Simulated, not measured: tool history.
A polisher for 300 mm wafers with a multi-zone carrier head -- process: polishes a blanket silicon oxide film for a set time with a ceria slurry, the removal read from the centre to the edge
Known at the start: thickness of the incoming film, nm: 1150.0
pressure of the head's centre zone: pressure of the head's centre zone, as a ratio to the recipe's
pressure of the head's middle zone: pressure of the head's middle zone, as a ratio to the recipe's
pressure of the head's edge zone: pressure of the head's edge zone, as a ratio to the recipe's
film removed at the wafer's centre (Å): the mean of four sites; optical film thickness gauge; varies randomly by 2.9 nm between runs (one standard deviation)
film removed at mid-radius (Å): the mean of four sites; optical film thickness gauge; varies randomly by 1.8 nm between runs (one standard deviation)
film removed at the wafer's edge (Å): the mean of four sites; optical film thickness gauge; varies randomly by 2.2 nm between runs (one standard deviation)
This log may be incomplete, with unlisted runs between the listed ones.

| run | day | flow of slurry (ml/min) | pressure of the head's centre zone | pressure of the head's middle zone | pressure of the head's edge zone | polishing time (s) | film removed at the wafer's centre (Å) | film removed at mid-radius (Å) | film removed at the wafer's edge (Å) |
|---|---|---|---|---|---|---|---|---|---|
| 1 | 0.000 | 235 | 1.00 | 1.00 | 1.00 | 71 | 2353.5 | 2295.8 | 2215.4 |
| 2 | 0.258 | 235 | 1.00 | 1.00 | 1.00 | 82 | 2706.3 | 2660.1 | 2555.3 |
| 3 | 0.512 | 265 | 1.00 | 1.00 | 1.00 | 82 | 2720.1 | 2661.1 | 2518.2 |
| 4 | 0.592 | 265 | 0.98 | 0.97 | 0.99 | 80 | 2653.1 | 2527.4 | 2494.1 |
| 5 | 0.808 | 265 | 0.96 | 0.96 | 0.99 | 77 | 2485.0 | 2388.4 | 2373.0 |
| 6 | 0.904 | 265 | 0.96 | 0.96 | 0.99 | 85 | 2746.9 | 2672.1 | 2611.9 |
| 7 | 1.275 | 265 | 0.94 | 0.94 | 0.98 | 82 | 2589.1 | 2543.9 | 2531.2 |

The next listed run, before its measurement:
| 8 | 1.625 | 265 | 0.93 | 0.92 | 0.98 | 79 | ? | ? | ? |

{"run 8": {"film removed at the wafer's centre (Å)": 2483.4, "film removed at mid-radius (Å)": 2366.6, "film removed at the wafer's edge (Å)": 2458.7}}

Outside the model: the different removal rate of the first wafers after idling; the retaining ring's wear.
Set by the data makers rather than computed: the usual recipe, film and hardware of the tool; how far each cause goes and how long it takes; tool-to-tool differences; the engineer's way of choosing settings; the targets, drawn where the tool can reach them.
